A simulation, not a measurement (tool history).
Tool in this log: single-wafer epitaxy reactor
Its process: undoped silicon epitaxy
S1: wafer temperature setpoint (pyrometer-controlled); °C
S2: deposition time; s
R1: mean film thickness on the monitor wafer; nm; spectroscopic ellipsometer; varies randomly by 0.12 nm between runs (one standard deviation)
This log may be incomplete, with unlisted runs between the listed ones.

run	hour	S1	S2	R1
1	0.0	635	317	35.523
2	4.7	633	317	33.741
3	5.2	633	288	30.400
4	7.6	639	288	35.441
5	8.3	637	288	33.825
6	15.3	635	288	31.760
7	21.0	634	288	31.256

For run 8, what comes out?
8	27.9	633	288	?

{"run 8": {"R1": 30.333}}
